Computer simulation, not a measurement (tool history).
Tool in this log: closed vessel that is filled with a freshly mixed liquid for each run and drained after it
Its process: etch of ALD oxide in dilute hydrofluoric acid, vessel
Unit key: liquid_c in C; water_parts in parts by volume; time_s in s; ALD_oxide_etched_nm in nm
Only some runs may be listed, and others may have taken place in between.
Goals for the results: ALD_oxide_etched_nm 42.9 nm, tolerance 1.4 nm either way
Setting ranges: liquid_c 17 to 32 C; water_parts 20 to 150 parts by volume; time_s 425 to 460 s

run,hour,liquid_c,water_parts,time_s,ALD_oxide_etched_nm
1,0,24,85,425,60.864
2,6.6,24,85,425,60.661
3,13.3,23,85,425,58.437
4,17.8,25,85,425,63.11
5,25.9,25,105,425,49.375
6,29.8,25,80,425,66.968
7,33.7,21,95,425,48.199
8,42.9,20.5,95,425,46.111
9,46.3,20,95,425,45.455
10,53.2,19.5,95,425,45.266

Next run, 5 choices. One meets every target within its allowed miss, the rest don't. Which?
A,60.1,20,100,425,?
B,60.1,17,85,435,?
C,60.1,19.5,90,425,?
D,60.1,19.5,100,460,?
E,60.1,19,95,445,?

move,ALD_oxide_etched_nm
A,43.037
B,46.466
C,47.369
D,45.632
E,45.767
A: meets every target
B: lands further from the targets than the last run did
C: lands further from the targets than the last run did
D: lands further from the targets than the last run did
E: lands further from the targets than the last run did
Go with A: it meets all targets.
